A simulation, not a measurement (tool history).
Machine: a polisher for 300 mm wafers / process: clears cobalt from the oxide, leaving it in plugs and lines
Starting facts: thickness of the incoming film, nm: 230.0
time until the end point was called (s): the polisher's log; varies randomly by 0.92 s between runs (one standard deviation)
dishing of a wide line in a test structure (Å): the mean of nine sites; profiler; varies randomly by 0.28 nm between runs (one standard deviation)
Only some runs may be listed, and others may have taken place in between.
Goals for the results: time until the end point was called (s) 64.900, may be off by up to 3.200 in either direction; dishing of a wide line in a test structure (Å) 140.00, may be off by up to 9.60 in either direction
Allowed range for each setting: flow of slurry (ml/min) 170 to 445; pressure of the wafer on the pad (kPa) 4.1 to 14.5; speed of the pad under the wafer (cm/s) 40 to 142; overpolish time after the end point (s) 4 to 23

| run | hour | flow of slurry (ml/min) | pressure of the wafer on the pad (kPa) | speed of the pad under the wafer (cm/s) | overpolish time after the end point (s) | time until the end point was called (s) | dishing of a wide line in a test structure (Å) |
|---|---|---|---|---|---|---|---|
| 1 | 0.0 | 285 | 9.0 | 90 | 12 | 96.168 | 266.43 |
| 2 | 7.7 | 285 | 9.0 | 90 | 11 | 94.923 | 249.61 |
| 3 | 10.4 | 285 | 9.0 | 90 | 14 | 96.618 | 298.25 |
| 4 | 16.7 | 285 | 9.7 | 90 | 14 | 88.502 | 321.15 |
| 5 | 20.6 | 285 | 9.7 | 88 | 13 | 91.660 | 287.96 |
| 6 | 23.1 | 295 | 10.3 | 86 | 12 | 86.580 | 287.29 |
|  | 30.6 | head pressure recalibrated |
| 7 | 30.6 | 280 | 10.3 | 86 | 11 | 83.267 | 287.22 |
| 8 | 31.6 | 295 | 9.7 | 92 | 10 | 79.830 | 259.28 |
| 9 | 39.2 | 310 | 9.0 | 94 | 9 | 84.753 | 234.72 |
| 10 | 41.9 | 230 | 11.7 | 68 | 4 | 91.304 | 100.60 |
| 11 | 44.6 | 310 | 14.5 | 70 | 5 | 69.455 | 155.75 |
| 12 | 51.1 | 305 | 14.5 | 70 | 5 | 70.736 | 161.04 |

Of the 5 settings listed for the next run, only one would bring every result within its allowed miss of target. Which one?
| A | 57.6 | 280 | 14.5 | 66 | 4 | ? | ? |
| B | 57.6 | 310 | 13.8 | 94 | 4 | ? | ? |
| C | 57.6 | 295 | 14.5 | 66 | 4 | ? | ? |
| D | 57.6 | 285 | 13.8 | 80 | 4 | ? | ? |
| E | 57.6 | 265 | 14.5 | 68 | 5 | ? | ? |

| move | time until the end point was called (s) | dishing of a wide line in a test structure (Å) |
|---|---|---|
| A | 75.571 | 119.48 |
| B | 55.840 | 157.86 |
| C | 75.219 | 120.00 |
| D | 65.763 | 135.91 |
| E | 73.817 | 150.07 |
A: the result that was furthest off in the last run now lies on the other side of its target
B: lands further from the targets than the last run did
C: the result that was furthest off in the last run now lies on the other side of its target
D: each result inside its tolerance
E: lands further from the targets than the last run did
Correct choice: D, which meets every target

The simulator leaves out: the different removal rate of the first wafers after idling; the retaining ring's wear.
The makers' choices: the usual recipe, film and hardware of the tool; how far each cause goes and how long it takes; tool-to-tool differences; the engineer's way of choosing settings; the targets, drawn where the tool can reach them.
